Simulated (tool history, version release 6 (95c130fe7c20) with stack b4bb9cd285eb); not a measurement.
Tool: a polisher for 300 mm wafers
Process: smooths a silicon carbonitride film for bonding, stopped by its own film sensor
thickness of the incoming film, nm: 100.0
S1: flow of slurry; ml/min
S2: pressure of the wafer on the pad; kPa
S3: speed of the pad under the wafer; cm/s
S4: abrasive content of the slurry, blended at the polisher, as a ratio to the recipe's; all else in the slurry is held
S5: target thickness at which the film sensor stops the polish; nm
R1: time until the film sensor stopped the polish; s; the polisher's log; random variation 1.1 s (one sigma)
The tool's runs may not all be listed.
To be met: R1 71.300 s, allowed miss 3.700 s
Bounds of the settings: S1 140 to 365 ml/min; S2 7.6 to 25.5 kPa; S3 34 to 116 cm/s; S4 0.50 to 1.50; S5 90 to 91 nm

run	day	S1	S2	S3	S4	S5	R1
1	0.000	235	16.5	74	1.00	90	45.732
2	0.117	235	15.9	74	1.00	90	49.756
3	0.471	235	15.9	56	1.00	90	58.269
4	0.500	235	15.9	56	1.20	90	54.985
5	0.783	235	15.9	56	1.35	90	52.261
6	1.004	235	15.2	56	1.35	90	54.753
7	1.088	235	14.5	56	1.35	90	55.007
8	1.317	235	10.3	52	1.35	90	82.301

Which of these 5 next moves meets every target?
A	1.546	275	13.8	54	1.15	90	?
B	1.546	315	11.7	58	1.45	90	?
C	1.546	215	11.7	50	1.30	90	?
D	1.546	235	11.7	48	1.30	90	?
E	1.546	255	9.7	66	1.45	90	?

move	R1
A	64.298
B	64.040
C	76.714
D	78.614
E	70.847
A: takes the result that was furthest off past its target
B: takes the result that was furthest off past its target
C: nearer than the last run, and not there yet
D: nearer than the last run, and not there yet
E: meets every target
The right move is E.
